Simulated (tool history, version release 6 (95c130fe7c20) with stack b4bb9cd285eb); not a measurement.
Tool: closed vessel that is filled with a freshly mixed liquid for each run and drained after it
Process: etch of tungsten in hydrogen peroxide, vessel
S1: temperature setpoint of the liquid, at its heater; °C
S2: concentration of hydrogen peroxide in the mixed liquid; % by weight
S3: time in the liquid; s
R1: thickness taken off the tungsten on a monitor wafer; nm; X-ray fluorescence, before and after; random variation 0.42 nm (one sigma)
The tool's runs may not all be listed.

run	hour	S1	S2	S3	R1
1	0	58	24.5	30	89.205
2	7.1	58	29.5	30	95.888
3	10	56.5	29.5	30	88.288
4	17.7	55	29.5	30	81.121
5	20.3	55	29.5	30	81.271
6	23.3	54	29.5	30	75.748
7	24.1	53	29.5	30	71.318
8	26.7	52	29.5	30	66.554

Forecast run 9:
9	35.4	51.5	29.5	30	?

R1: 65.859 nm
